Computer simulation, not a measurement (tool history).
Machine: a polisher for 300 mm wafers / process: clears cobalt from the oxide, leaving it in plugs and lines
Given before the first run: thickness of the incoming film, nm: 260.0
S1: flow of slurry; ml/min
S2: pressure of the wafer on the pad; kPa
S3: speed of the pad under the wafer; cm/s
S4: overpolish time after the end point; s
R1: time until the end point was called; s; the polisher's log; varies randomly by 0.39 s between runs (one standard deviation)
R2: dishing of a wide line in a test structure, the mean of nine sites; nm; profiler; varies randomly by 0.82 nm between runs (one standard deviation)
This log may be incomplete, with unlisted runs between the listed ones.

{"run": 1, "hour": 0.0, "S1": 250, "S2": 9.7, "S3": 110, "S4": 10, "R1": 72.57, "R2": 25.307}
{"run": 2, "hour": 2.9, "S1": 250, "S2": 10.3, "S3": 110, "S4": 10, "R1": 67.55, "R2": 25.845}
{"run": 3, "hour": 5.5, "S1": 250, "S2": 11.7, "S3": 110, "S4": 10, "R1": 60.407, "R2": 28.451}
{"run": 4, "hour": 10.5, "S1": 250, "S2": 12.4, "S3": 112, "S4": 10, "R1": 56.348, "R2": 30.191}
{"run": 5, "hour": 13.5, "S1": 250, "S2": 13.8, "S3": 112, "S4": 10, "R1": 50.229, "R2": 31.405}
{"run": 6, "hour": 17.1, "S1": 250, "S2": 13.8, "S3": 114, "S4": 10, "R1": 49.617, "R2": 32.722}
{"run": 7, "hour": 18.4, "S1": 250, "S2": 13.8, "S3": 116, "S4": 10, "R1": 47.923, "R2": 32.827}

Predict the results of run 8:
{"run": 8, "hour": 20.8, "S1": 255, "S2": 14.5, "S3": 120, "S4": 12, "R1": "?", "R2": "?"}

{"run 8": {"R1": 44.176, "R2": 38.768}}

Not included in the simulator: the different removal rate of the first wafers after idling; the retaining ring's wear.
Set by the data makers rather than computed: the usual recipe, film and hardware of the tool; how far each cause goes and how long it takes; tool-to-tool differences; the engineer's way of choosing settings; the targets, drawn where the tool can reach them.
